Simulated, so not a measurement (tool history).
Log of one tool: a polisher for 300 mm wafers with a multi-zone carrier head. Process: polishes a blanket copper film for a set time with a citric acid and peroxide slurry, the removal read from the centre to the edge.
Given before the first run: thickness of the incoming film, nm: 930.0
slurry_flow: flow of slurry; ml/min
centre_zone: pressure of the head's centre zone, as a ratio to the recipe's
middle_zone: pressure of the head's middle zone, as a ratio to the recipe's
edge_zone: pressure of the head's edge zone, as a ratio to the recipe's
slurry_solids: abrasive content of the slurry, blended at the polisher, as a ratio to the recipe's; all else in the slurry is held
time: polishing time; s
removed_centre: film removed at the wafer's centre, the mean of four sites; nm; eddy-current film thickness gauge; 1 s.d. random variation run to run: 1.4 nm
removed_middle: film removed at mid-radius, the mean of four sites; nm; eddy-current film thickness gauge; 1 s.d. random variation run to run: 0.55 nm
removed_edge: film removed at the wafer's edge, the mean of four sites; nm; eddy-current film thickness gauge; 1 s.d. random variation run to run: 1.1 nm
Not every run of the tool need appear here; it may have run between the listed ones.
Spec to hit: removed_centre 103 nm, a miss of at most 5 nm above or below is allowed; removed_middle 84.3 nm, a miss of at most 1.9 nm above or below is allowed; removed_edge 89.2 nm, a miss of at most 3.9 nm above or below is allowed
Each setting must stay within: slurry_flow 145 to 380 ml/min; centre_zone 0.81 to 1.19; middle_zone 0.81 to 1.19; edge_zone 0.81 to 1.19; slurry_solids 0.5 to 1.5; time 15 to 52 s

run,hour,slurry_flow,centre_zone,middle_zone,edge_zone,slurry_solids,time,removed_centre,removed_middle,removed_edge
1,0,245,1,1,1,1,33,98.72,98.381,97.698
2,4.2,235,1.02,0.97,0.98,0.95,33,100.63,94.819,94.181
3,8.1,225,1.03,0.94,0.98,0.95,33,100.4,91.422,95.212
4,16,225,1.03,0.94,0.98,0.75,33,95.94,88.505,91.407
5,23.6,225,1.03,0.86,0.98,0.75,33,95.465,81.968,89.592
6,25.5,225,1.03,0.86,0.98,0.75,37,108.67,91.6,103.13
7,33.8,225,1.03,0.85,0.94,0.7,37,107.26,90.344,98.167
8,38.5,220,1.03,0.84,0.92,0.7,37,106.14,89.829,96.357
9,42.3,215,1.04,0.83,0.91,0.65,37,104.86,87.298,93.69
10,48.1,210,1.04,0.83,0.9,0.65,37,106.49,85.73,94.676
11,50.5,210,1.03,0.83,0.88,0.65,37,103.09,87.545,92.595
12,52,205,1.04,0.83,0.87,0.65,37,102.94,86.919,93.074
13,56.8,205,1.05,0.83,0.86,0.65,37,105.73,86.906,93.572

Pick the move, out of 5, that brings all results within their allowed miss; only one does.
A,61.6,160,1.03,0.82,0.91,0.95,37,?,?,?
B,61.6,195,1.03,0.85,0.82,0.5,42,?,?,?
C,61.6,160,1.11,0.9,0.81,0.9,36,?,?,?
D,61.6,180,1.07,0.81,0.88,0.65,39,?,?,?
E,61.6,220,1.04,0.82,0.81,0.65,36,?,?,?

move,removed_centre,removed_middle,removed_edge
A,105.39,88.757,98.765
B,112.37,96.789,99.223
C,109.62,91.628,90.294
D,111.02,88.964,97.878
E,102.8,85.266,88.918
A: lands further from the targets than the last run did
B: lands further from the targets than the last run did
C: lands further from the targets than the last run did
D: lands further from the targets than the last run did
E: in spec on every target
The move that meets every target is E.
